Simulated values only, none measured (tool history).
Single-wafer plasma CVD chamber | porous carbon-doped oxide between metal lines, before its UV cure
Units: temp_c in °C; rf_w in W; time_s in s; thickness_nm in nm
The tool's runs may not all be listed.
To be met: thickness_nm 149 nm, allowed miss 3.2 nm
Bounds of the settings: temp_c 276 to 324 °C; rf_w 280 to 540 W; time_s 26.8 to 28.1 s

run	hour	temp_c	rf_w	time_s	thickness_nm
1	0	300	410	28.1	123.04
2	4.7	300	360	28.1	107.74
3	10.7	297	370	28.1	112.42
4	16.5	306	370	28.1	107.06
5	22.3	303	380	28.1	111.45
6	25.8	300	390	28.1	117.14
7	33.2	297	395	28.1	120.33
8	37.5	295	400	28.1	123.9
9	38.2	293	405	28.1	126.94
10	43.6	291	410	28.1	129.62
11	45.4	289	415	28.1	133.78
12	50.3	287	415	28.1	135.07
# hour 56.4: RF generator calibrated
13	56.4	277	445	28.1	161.92
14	59.6	278	445	28.1	161.23
15	64.6	279	445	28.1	159
16	69	280	445	28.1	157.84

5 next moves are on the table. One of them brings every result within its allowed miss. Which?
A	73.4	277	435	27.5	?
B	73.4	282	420	26.8	?
C	73.4	277	405	27.2	?
D	73.4	276	460	28.1	?
E	73.4	281	440	26.8	?

move	thickness_nm
A	155.26
B	141.3
C	143.38
D	167.74
E	148.79
A: nearer than the last run, and not there yet
B: takes the result that was furthest off past its target
C: takes the result that was furthest off past its target
D: further off than the last run
E: meets every target
Answer: E
